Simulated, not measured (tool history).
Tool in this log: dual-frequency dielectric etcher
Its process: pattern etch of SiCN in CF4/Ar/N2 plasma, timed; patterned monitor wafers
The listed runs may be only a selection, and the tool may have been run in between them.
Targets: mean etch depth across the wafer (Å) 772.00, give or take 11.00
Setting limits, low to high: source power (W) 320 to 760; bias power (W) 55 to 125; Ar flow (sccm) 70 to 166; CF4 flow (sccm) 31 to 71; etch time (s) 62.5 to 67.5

run	day	source power (W)	bias power (W)	Ar flow (sccm)	CF4 flow (sccm)	etch time (s)	mean etch depth across the wafer (Å)
1	0.000	540	90	118	51	67.5	696.02
2	0.317	550	90	118	51	67.5	702.45
3	0.450	550	90	133	51	67.5	690.80
4	0.554	550	90	133	51	62.5	637.37
5	0.912	570	90	133	51	62.5	654.71
6	1.162	610	90	133	51	62.5	685.32
7	1.238	630	90	133	51	62.5	701.81
8	1.375	640	90	133	51	62.5	711.01
9	1.442	650	90	133	51	62.5	716.62
10	1.571	660	90	133	51	62.5	722.47
11	1.858	670	90	133	51	62.5	733.09
12	2.138	680	90	133	51	62.5	740.19
13	2.400	690	90	133	51	62.5	748.23

Which single option among these 5 for the next run brings every result within its allowed miss of target? Just one does.
A	2.662	730	90	136	51	64.5	?
B	2.662	590	102	129	60	67.5	?
C	2.662	650	93	113	51	64.0	?
D	2.662	720	97	146	47	64.0	?
E	2.662	750	91	125	45	62.5	?

move	mean etch depth across the wafer (Å)
A	798.45
B	798.10
C	767.19
D	802.61
E	792.05
A: carries the result that was furthest off beyond its target, to the other side
B: carries the result that was furthest off beyond its target, to the other side
C: all results land within tolerance of their targets
D: carries the result that was furthest off beyond its target, to the other side
E: carries the result that was furthest off beyond its target, to the other side
Answer: C

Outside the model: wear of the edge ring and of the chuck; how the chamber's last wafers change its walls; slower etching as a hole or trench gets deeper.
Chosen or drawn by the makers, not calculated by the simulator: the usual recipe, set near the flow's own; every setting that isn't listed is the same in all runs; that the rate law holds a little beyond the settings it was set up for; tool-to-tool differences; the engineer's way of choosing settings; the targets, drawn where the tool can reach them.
